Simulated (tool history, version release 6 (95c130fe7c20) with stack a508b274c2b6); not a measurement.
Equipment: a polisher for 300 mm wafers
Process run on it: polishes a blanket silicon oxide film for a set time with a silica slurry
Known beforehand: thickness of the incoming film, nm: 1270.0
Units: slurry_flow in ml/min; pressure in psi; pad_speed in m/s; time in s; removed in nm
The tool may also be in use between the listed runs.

run 1 hour=0.0 | slurry_flow=145 pressure=4.9 pad_speed=0.98 slurry_solids=1.00 time=67 | removed=220.28
run 2 hour=8.8 | slurry_flow=145 pressure=4.9 pad_speed=0.98 slurry_solids=1.00 time=70 | removed=230.21
run 3 hour=13.2 | slurry_flow=140 pressure=4.5 pad_speed=0.98 slurry_solids=1.00 time=70 | removed=212.54
run 4 hour=13.7 | slurry_flow=140 pressure=4.5 pad_speed=0.88 slurry_solids=1.00 time=70 | removed=201.66
run 5 hour=18.9 | slurry_flow=135 pressure=4.2 pad_speed=0.88 slurry_solids=1.00 time=70 | removed=187.58
run 6 hour=20.9 | slurry_flow=135 pressure=4.2 pad_speed=0.88 slurry_solids=0.85 time=70 | removed=171.67

Run 7, settings as shown, results not yet in. Your forecast:
run 7 hour=29.8 | slurry_flow=110 pressure=2.9 pad_speed=0.88 slurry_solids=0.85 time=70 | removed=?

removed: 116.53 nm
